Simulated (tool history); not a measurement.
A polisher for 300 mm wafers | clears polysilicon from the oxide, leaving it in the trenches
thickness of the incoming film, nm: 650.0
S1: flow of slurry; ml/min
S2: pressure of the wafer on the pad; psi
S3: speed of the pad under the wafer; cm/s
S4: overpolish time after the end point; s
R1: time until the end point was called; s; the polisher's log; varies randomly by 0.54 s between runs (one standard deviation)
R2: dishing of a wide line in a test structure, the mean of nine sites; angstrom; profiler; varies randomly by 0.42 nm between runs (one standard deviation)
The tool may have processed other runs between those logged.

run  hour   S1   S2  S3  S4      R1      R2
  1   0.0  160  2.4  92  13  55.307  406.86
  2   4.6  160  2.5  92  12  52.314  396.14
  3  12.3  160  2.7  92  12  47.810  403.91
  4  17.9  145  2.7  92  12  48.800  402.77
  5  25.5  145  2.7  92   9  49.039  390.11
  6  33.2  145  2.8  92   9  49.605  390.24
  7  38.9  145  2.9  92   9  45.410  386.89
  8  41.4  150  3.5  94  12  38.045  410.36
     49.3  -- head pressure recalibrated
  9  49.3  150  3.6  96  10  38.764  403.26
 10  57.0  150  3.6  98  10  38.988  408.36

Expected results for the next run?
 11  62.8  145  3.6  102   9   ?   ?

Run 11 gave R1 37.599 s, R2 396.25 angstrom.
